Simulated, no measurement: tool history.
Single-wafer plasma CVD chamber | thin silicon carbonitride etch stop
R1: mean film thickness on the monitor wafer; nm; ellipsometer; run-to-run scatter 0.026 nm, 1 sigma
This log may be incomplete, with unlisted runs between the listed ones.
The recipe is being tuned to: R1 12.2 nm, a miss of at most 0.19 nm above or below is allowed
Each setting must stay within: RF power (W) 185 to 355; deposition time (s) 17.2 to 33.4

run 1 hour=0 | RF_power_(W)=270 deposition_time_(s)=25.3 | R1=15.513
run 2 hour=8.1 | RF_power_(W)=255 deposition_time_(s)=24.4 | R1=14.727
run 3 hour=14.7 | RF_power_(W)=255 deposition_time_(s)=27.5 | R1=16.637
run 4 hour=18.3 | RF_power_(W)=245 deposition_time_(s)=26.2 | R1=15.687
-- hour=20.5 thermocouple changed; heater temperature recalibrated
run 5 hour=20.5 | RF_power_(W)=220 deposition_time_(s)=26.2 | R1=15.117
run 6 hour=24.2 | RF_power_(W)=215 deposition_time_(s)=25.3 | R1=14.601
run 7 hour=32.9 | RF_power_(W)=210 deposition_time_(s)=24.5 | R1=13.963
run 8 hour=41.2 | RF_power_(W)=205 deposition_time_(s)=24 | R1=13.645
run 9 hour=49.3 | RF_power_(W)=200 deposition_time_(s)=23.5 | R1=13.217

Which single option among these 4 for the next run brings every result within its allowed miss of target? Just one does.
run A hour=57.4 | RF_power_(W)=190 deposition_time_(s)=25.4 | R1=?
run B hour=57.4 | RF_power_(W)=195 deposition_time_(s)=21.7 | R1=?
run C hour=57.4 | RF_power_(W)=200 deposition_time_(s)=20.2 | R1=?
run D hour=57.4 | RF_power_(W)=195 deposition_time_(s)=20.9 | R1=?

move=A R1=14.092
move=B R1=12.129
move=C R1=11.373
move=D R1=11.682
A: its largest miss is bigger than the last run's
B: meets every target
C: carries the result that was furthest off beyond its target, to the other side
D: carries the result that was furthest off beyond its target, to the other side
Correct choice: B, which meets every target

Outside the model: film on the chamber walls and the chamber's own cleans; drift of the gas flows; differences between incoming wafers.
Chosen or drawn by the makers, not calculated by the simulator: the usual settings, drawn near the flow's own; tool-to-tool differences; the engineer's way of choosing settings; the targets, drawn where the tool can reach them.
